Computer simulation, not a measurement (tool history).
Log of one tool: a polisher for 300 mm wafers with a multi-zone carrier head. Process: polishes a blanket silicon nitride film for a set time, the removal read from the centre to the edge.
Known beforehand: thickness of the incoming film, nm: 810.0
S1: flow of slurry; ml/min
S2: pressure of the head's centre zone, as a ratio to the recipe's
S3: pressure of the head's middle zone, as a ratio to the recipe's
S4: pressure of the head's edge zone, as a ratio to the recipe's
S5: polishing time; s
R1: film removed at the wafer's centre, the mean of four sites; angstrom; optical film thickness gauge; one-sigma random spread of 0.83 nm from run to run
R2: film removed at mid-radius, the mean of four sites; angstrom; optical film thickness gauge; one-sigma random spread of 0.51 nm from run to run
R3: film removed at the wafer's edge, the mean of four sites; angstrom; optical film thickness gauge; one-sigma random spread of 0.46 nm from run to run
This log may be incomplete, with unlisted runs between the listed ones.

run  hour   S1    S2    S3    S4  S5      R1      R2      R3
  1     0  160     1     1     1  36  809.31   857.2  848.87
  2   0.6  150  0.98  0.97  0.99  36  774.81  832.31  838.38
  3   3.5  145  0.97  0.94  0.99  35  731.37  779.56  811.25
  4   8.7  145  0.97   0.9  0.99  35  751.69  750.52  805.96
  5  17.4  175  0.97   0.9  0.99  35  773.66  778.03  830.48
  6  23.4  165  0.96  0.89  0.99  35   773.4  753.42  822.51
  7  31.8  155  0.94  0.88  0.98  35  755.64  739.46   808.7
  8  39.7  145  0.92  0.88  0.99  35  715.44  737.98   810.8
  9  42.3  140  0.91  0.87  0.98  35  696.81  717.22  804.72

What will run 10 give?
 10  47.2  105  0.87  0.83  0.89  34   ?   ?   ?

R1: 581 angstrom
R2: 634.24 angstrom
R3: 703.37 angstrom

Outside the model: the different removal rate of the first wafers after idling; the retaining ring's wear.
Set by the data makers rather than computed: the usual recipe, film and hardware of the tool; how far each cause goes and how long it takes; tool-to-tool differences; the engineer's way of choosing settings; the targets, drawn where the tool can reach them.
